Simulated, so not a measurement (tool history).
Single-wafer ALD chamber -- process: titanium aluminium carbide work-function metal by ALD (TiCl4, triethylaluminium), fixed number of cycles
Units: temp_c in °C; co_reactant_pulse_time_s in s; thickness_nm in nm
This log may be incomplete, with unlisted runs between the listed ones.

Run 1, hour 0: temp_c 300 °C, co_reactant_pulse_time_s 11.88 s. Result: thickness_nm 1.9666 nm.
Run 2, hour 3.2: temp_c 300 °C, co_reactant_pulse_time_s 10.49 s. Result: thickness_nm 1.9325 nm.
Run 3, hour 7: temp_c 296 °C, co_reactant_pulse_time_s 10.24 s. Result: thickness_nm 1.887 nm.
Run 4, hour 10.3: temp_c 294 °C, co_reactant_pulse_time_s 10.13 s. Result: thickness_nm 1.8809 nm.
Run 5, hour 16.4: temp_c 300 °C, co_reactant_pulse_time_s 10.13 s. Result: thickness_nm 1.9307 nm.
Run 6, hour 17.4: temp_c 296 °C, co_reactant_pulse_time_s 9.9 s. Result: thickness_nm 1.8778 nm.
Run 7, hour 23.9: temp_c 294 °C, co_reactant_pulse_time_s 9.81 s. Result: thickness_nm 1.8658 nm.

The next listed run, before its measurement:
Run 8, hour 32.5: temp_c 292 °C, co_reactant_pulse_time_s 9.71 s. Result: thickness_nm ?.

For run 8 the tool returned thickness_nm 1.848 nm.
